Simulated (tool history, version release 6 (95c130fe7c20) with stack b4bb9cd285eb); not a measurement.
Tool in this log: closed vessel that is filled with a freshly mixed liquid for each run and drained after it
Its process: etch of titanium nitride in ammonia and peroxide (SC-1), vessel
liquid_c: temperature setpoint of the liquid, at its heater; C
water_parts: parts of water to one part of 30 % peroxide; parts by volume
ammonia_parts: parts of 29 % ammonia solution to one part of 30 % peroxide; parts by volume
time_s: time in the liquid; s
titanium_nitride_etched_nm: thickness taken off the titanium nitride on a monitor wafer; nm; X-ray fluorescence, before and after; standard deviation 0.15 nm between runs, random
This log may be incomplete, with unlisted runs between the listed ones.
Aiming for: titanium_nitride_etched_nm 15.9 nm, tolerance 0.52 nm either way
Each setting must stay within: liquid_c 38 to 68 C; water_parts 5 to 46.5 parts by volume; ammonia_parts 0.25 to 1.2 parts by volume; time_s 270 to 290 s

run,hour,liquid_c,water_parts,ammonia_parts,time_s,titanium_nitride_etched_nm
1,0,52,25.5,0.95,270,21.38
2,8.9,52,30.5,0.95,270,19.439
3,18.1,52,34,0.95,270,18.466
4,23.5,51.5,34,0.95,270,17.551
5,28.6,47,34,0.95,270,12.907
6,32.4,52,34,0.95,270,18.3
7,33.7,51.5,34,0.95,270,17.534
8,38.1,51,34,0.95,270,16.958

Exactly one of the 5 candidate moves below puts every result within its allowed miss. Which one?
A,42.5,51.5,35.5,0.9,275,?
B,42.5,52,40,1.15,275,?
C,42.5,55,46.5,0.8,270,?
D,42.5,47,23,0.9,270,?
E,42.5,48.5,29.5,1.2,290,?

move,titanium_nitride_etched_nm
A,17.443
B,17.649
C,18.222
D,15.953
E,17.457
A: its largest miss is bigger than the last run's
B: its largest miss is bigger than the last run's
C: its largest miss is bigger than the last run's
D: in spec on every target
E: its largest miss is bigger than the last run's
D is the move that brings every result within its allowed miss.

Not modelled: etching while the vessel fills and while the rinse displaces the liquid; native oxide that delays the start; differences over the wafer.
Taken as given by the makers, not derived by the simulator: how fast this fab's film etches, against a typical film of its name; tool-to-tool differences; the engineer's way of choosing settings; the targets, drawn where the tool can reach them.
